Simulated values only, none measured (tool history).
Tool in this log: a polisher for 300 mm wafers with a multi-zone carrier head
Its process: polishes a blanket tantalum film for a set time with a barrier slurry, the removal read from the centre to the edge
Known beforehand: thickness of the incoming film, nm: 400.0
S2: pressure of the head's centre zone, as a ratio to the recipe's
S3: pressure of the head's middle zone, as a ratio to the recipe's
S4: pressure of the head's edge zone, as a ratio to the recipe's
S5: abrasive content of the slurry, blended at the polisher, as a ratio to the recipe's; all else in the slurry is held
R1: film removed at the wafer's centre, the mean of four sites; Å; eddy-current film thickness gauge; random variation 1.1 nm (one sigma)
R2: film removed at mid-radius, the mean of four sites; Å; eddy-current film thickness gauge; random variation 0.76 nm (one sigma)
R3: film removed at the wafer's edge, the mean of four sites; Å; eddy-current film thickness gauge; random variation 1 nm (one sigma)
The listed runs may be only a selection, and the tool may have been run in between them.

Run 1, hour 0.0: flow of slurry (ml/min) 280, S2 1.00, S3 1.00, S4 1.00, S5 1.00, polishing time (s) 89. Result: R1 1190.00 Å, R2 1170.70 Å, R3 1228.00 Å.
Run 2, hour 7.5: flow of slurry (ml/min) 285, S2 1.02, S3 1.02, S4 0.96, S5 0.85, polishing time (s) 79. Result: R1 986.77 Å, R2 968.83 Å, R3 989.06 Å.
Run 3, hour 15.7: flow of slurry (ml/min) 285, S2 1.02, S3 1.02, S4 1.00, S5 0.85, polishing time (s) 79. Result: R1 983.58 Å, R2 987.64 Å, R3 996.17 Å.
Run 4, hour 19.8: flow of slurry (ml/min) 290, S2 1.05, S3 1.04, S4 0.98, S5 0.75, polishing time (s) 75. Result: R1 903.13 Å, R2 876.04 Å, R3 846.30 Å.
Run 5, hour 21.8: flow of slurry (ml/min) 290, S2 1.05, S3 1.04, S4 0.98, S5 0.65, polishing time (s) 75. Result: R1 794.09 Å, R2 782.30 Å, R3 743.09 Å.
Run 6, hour 29.4: flow of slurry (ml/min) 290, S2 0.99, S3 1.04, S4 0.98, S5 0.65, polishing time (s) 75. Result: R1 763.53 Å, R2 771.16 Å, R3 755.42 Å.

Run 7 is up next; what results do you expect?
Run 7, hour 30.4: flow of slurry (ml/min) 295, S2 1.01, S3 1.05, S4 0.97, S5 0.60, polishing time (s) 75. Result: R1 ?, R2 ?, R3 ?.

Run 7 came out at R1 707.84 Å, R2 733.36 Å, R3 711.93 Å.
